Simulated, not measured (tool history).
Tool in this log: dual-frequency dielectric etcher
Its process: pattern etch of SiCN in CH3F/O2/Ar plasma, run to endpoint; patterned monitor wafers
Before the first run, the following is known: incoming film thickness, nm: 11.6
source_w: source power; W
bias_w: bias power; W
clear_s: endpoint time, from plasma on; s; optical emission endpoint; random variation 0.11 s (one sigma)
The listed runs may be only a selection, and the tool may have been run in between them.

Run 1, day 0.000: source_w 300 W, bias_w 97 W. Result: clear_s 30.158 s.
Run 2, day 0.200: source_w 280 W, bias_w 96 W. Result: clear_s 31.346 s.
Run 3, day 0.533: source_w 280 W, bias_w 84 W. Result: clear_s 33.164 s.
Run 4, day 0.758: source_w 330 W, bias_w 84 W. Result: clear_s 30.845 s.
Run 5, day 1.108: source_w 310 W, bias_w 84 W. Result: clear_s 31.765 s.
Run 6, day 1.321: source_w 300 W, bias_w 84 W. Result: clear_s 32.220 s.
Run 7, day 1.671: source_w 290 W, bias_w 84 W. Result: clear_s 32.863 s.
Run 8, day 1.921: source_w 280 W, bias_w 84 W. Result: clear_s 33.236 s.

Predict the results of run 9:
Run 9, day 2.142: source_w 270 W, bias_w 84 W. Result: clear_s ?.

For run 9 the tool returned clear_s 33.842 s.

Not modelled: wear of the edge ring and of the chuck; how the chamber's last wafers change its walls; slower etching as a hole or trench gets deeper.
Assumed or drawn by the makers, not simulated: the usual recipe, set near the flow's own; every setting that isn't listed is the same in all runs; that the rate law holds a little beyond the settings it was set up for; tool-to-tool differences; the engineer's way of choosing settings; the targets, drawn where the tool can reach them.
